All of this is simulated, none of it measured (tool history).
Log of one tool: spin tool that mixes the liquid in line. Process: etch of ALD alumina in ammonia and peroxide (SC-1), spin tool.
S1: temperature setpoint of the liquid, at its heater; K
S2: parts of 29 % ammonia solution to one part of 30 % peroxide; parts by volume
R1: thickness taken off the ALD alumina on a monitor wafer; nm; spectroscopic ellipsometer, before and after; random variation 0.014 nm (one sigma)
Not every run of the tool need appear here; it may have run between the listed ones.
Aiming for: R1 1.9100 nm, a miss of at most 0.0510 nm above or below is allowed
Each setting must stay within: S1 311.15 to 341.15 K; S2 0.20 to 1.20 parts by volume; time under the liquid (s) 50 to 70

run 1 hour=0.0 | S1=325.15 S2=0.90 time_under_the_liquid_(s)=70 | R1=3.9647
run 2 hour=2.5 | S1=325.15 S2=0.60 time_under_the_liquid_(s)=70 | R1=3.8414
run 3 hour=7.2 | S1=321.15 S2=0.60 time_under_the_liquid_(s)=70 | R1=3.1006
run 4 hour=16.2 | S1=325.65 S2=0.60 time_under_the_liquid_(s)=70 | R1=3.9766
run 5 hour=19.8 | S1=321.65 S2=0.60 time_under_the_liquid_(s)=70 | R1=3.2086
run 6 hour=20.9 | S1=318.65 S2=0.60 time_under_the_liquid_(s)=70 | R1=2.6869
run 7 hour=28.6 | S1=316.65 S2=0.60 time_under_the_liquid_(s)=70 | R1=2.3672
run 8 hour=29.8 | S1=312.15 S2=0.60 time_under_the_liquid_(s)=70 | R1=1.8503

Of the 4 settings listed for the next run, only one would bring every result within its allowed miss of target. Which one?
run A hour=31.0 | S1=313.65 S2=0.55 time_under_the_liquid_(s)=70 | R1=?
run B hour=31.0 | S1=316.65 S2=0.90 time_under_the_liquid_(s)=50 | R1=?
run C hour=31.0 | S1=311.65 S2=0.55 time_under_the_liquid_(s)=70 | R1=?
run D hour=31.0 | S1=313.15 S2=0.45 time_under_the_liquid_(s)=70 | R1=?

move=A R1=1.9823
move=B R1=1.7670
move=C R1=1.7609
move=D R1=1.8882
A: pushes the last run's worst result past its target
B: lands further from the targets than the last run did
C: lands further from the targets than the last run did
D: hits every target within its allowed miss
The move that meets every target is D.
